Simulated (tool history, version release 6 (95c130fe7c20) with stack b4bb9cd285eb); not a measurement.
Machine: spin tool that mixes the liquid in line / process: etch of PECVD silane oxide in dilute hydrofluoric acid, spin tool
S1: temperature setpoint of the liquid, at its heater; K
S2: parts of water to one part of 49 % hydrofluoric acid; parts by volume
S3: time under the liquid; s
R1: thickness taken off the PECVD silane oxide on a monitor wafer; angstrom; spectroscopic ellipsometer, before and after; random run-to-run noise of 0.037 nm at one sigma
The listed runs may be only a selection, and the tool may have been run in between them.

{"run": 1, "day": 0.0, "S1": 299.15, "S2": 85, "S3": 45, "R1": 165.21}
{"run": 2, "day": 0.279, "S1": 296.65, "S2": 90, "S3": 45, "R1": 141.71}
{"run": 3, "day": 0.5, "S1": 295.15, "S2": 90, "S3": 45, "R1": 131.67}
{"run": 4, "day": 0.742, "S1": 293.15, "S2": 90, "S3": 45, "R1": 122.6}
{"run": 5, "day": 0.862, "S1": 292.65, "S2": 90, "S3": 45, "R1": 119.04}
{"run": 6, "day": 1.004, "S1": 292.65, "S2": 90, "S3": 30, "R1": 79.713}
{"run": 7, "day": 1.267, "S1": 294.15, "S2": 90, "S3": 30, "R1": 85.037}

Run 8 has not been measured yet. What should we expect?
{"run": 8, "day": 1.471, "S1": 295.65, "S2": 90, "S3": 30, "R1": "?"}

R1: 90.389 angstrom
